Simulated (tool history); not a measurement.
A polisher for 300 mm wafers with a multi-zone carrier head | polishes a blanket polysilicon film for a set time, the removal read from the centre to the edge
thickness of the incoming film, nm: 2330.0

run	day	flow of slurry (ml/min)	pressure of the head's centre zone	pressure of the head's middle zone	pressure of the head's edge zone	polishing time (s)	film removed at the wafer's centre (nm)	film removed at mid-radius (nm)	film removed at the wafer's edge (nm)
1	0	245	1	1	1	31	194.14	186.96	199.18
2	0.05	305	1	1	1	31	200.87	193.34	198.44
3	0.35	275	1	1	1	31	195.03	191.09	199.03
4	0.658	285	1.05	1.05	1	33	223.06	219.1	210.39
5	0.783	285	0.98	1.05	1	33	202.14	218.17	210.88
6	1.125	285	0.98	1.05	1	27	166.74	177.57	173.32
7	1.3	290	1.04	1.08	1.02	30	202.67	200.73	194.29

Forecast run 8:
8	1.471	290	1.04	1.08	1.02	30	?	?	?

film removed at the wafer's centre (nm): 203.46
film removed at mid-radius (nm): 200.48
film removed at the wafer's edge (nm): 192.01

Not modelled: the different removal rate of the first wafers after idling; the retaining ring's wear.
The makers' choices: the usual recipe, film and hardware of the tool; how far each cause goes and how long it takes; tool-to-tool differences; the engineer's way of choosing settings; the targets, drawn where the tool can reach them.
